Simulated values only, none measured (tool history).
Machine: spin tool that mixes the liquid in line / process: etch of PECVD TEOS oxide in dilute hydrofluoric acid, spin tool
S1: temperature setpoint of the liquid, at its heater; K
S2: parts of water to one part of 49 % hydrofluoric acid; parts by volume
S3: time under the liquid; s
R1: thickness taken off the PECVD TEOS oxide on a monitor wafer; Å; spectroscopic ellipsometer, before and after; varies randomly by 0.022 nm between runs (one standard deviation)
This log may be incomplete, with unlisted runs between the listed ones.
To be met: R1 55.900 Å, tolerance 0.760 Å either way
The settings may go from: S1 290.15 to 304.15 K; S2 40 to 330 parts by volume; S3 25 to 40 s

run	hour	S1	S2	S3	R1
1	0.0	296.15	185	40	31.788
2	3.1	296.15	185	25	19.725
3	11.1	297.65	165	25	23.921
4	16.3	298.15	145	25	28.343
5	21.8	299.65	145	25	30.028
6	28.8	300.15	130	25	35.059
7	34.0	304.15	85	25	65.849
8	39.7	303.65	85	25	63.852
9	44.8	303.15	85	25	62.825
10	52.5	302.65	85	25	62.278
11	54.1	302.15	85	25	60.820

Exercise: of the 5 proposed moves below, exactly one satisfies all targets within the stated allowed misses. Which move is it?
A	55.7	302.15	95	25	?
B	55.7	303.15	95	25	?
C	55.7	300.65	90	25	?
D	55.7	303.15	115	30	?
E	55.7	302.15	110	30	?

move	R1
A	53.504
B	55.567
C	53.687
D	53.561
E	54.317
A: pushes the last run's worst result past its target
B: each result inside its tolerance
C: pushes the last run's worst result past its target
D: pushes the last run's worst result past its target
E: pushes the last run's worst result past its target
Move B is the one to make.
